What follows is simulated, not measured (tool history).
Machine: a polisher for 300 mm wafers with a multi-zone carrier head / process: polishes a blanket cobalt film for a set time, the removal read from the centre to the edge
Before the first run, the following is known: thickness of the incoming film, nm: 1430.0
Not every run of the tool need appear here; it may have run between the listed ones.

run    day  flow of slurry (ml/min)  pressure of the head's centre zone  pressure of the head's middle zone  pressure of the head's edge zone  polishing time (s)  film removed at the wafer's centre (angstrom)  film removed at mid-radius (angstrom)  film removed at the wafer's edge (angstrom)
  1  0.000                      305                                1.00                                1.00                              1.00                  34                                         1870.6                                 1853.1                                       1840.0
  2  0.125                      305                                1.00                                1.00                              0.97                  34                                         1869.2                                 1865.5                                       1791.0
  3  0.438                      320                                1.04                                1.02                              1.00                  36                                         2060.5                                 2015.7                                       1938.7
  4  0.717                      320                                0.99                                1.02                              1.00                  36                                         1965.2                                 2021.4                                       1918.5
  5  0.979                      395                                0.99                                1.02                              1.00                  36                                         1998.0                                 2029.8                                       1975.8
  6  1.338                      395                                1.03                                1.02                              1.00                  36                                         2094.3                                 2056.6                                       1965.6

For run 7, what comes out?
  7  1.671                      400                                1.06                                1.02                              1.02                  37                                              ?                                      ?                                            ?

film removed at the wafer's centre (angstrom): 2217.2
film removed at mid-radius (angstrom): 2113.8
film removed at the wafer's edge (angstrom): 2029.6

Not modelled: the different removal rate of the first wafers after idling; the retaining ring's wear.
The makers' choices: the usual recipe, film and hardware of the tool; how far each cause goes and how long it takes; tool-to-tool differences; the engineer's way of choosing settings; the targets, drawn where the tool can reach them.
